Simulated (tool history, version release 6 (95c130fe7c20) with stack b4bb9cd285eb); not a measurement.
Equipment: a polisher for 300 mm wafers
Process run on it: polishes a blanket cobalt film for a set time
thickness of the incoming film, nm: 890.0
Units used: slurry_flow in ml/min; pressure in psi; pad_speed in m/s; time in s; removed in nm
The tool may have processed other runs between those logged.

run  hour  slurry_flow  pressure  pad_speed  time  removed
  1   0.0          320       1.5       1.26    97   416.56
  2   1.8          320       1.4       1.22    97   377.53
  3   4.5          320       1.3       1.18    97   345.90
  4   7.4          320       1.3       1.18    97   341.56
  5  10.8          280       1.3       1.18    97   338.05
  6  14.4          280       1.2       1.14    97   302.38
  7  19.7          275       1.1       1.12    97   270.97
  8  23.9          270       1.1       1.10    97   267.59
  9  26.2          265       1.1       1.08    97   261.87
 10  33.1          260       1.1       1.08    97   264.59

The next listed run, before its measurement:
 11  34.5          255       0.7       0.88    97        ?

removed: 146.87 nm

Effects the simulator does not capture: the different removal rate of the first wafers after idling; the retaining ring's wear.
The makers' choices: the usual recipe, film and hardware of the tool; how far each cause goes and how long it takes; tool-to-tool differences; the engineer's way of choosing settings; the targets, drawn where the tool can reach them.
